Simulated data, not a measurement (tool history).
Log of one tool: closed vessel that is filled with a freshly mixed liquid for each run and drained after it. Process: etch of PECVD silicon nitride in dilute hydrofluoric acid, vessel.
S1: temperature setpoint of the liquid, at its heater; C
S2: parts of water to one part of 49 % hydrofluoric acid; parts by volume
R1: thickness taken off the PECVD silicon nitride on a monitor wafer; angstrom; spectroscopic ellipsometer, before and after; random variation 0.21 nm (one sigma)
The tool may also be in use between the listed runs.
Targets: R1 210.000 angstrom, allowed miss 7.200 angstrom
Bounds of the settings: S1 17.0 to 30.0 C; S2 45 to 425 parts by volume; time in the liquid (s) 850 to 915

run 1 hour=0.0 | S1=22.0 S2=235 time_in_the_liquid_(s)=850 | R1=81.771
run 2 hour=5.3 | S1=22.0 S2=235 time_in_the_liquid_(s)=850 | R1=81.176
run 3 hour=6.3 | S1=25.0 S2=235 time_in_the_liquid_(s)=850 | R1=101.780
run 4 hour=11.4 | S1=27.5 S2=235 time_in_the_liquid_(s)=850 | R1=117.820
run 5 hour=16.4 | S1=28.5 S2=205 time_in_the_liquid_(s)=850 | R1=140.470
run 6 hour=20.9 | S1=28.5 S2=165 time_in_the_liquid_(s)=850 | R1=176.520
run 7 hour=27.7 | S1=29.0 S2=160 time_in_the_liquid_(s)=850 | R1=188.690
run 8 hour=30.4 | S1=29.5 S2=155 time_in_the_liquid_(s)=850 | R1=199.010

4 next moves are on the table. One of them brings every result within its allowed miss. Which?
run A hour=33.1 | S1=29.0 S2=165 time_in_the_liquid_(s)=850 | R1=?
run B hour=33.1 | S1=30.0 S2=185 time_in_the_liquid_(s)=915 | R1=?
run C hour=33.1 | S1=29.0 S2=145 time_in_the_liquid_(s)=850 | R1=?
run D hour=33.1 | S1=30.0 S2=190 time_in_the_liquid_(s)=915 | R1=?

move=A R1=181.340
move=B R1=184.690
move=C R1=206.640
move=D R1=179.740
A: further off than the last run
B: further off than the last run
C: meets every target
D: further off than the last run
The right move is C.
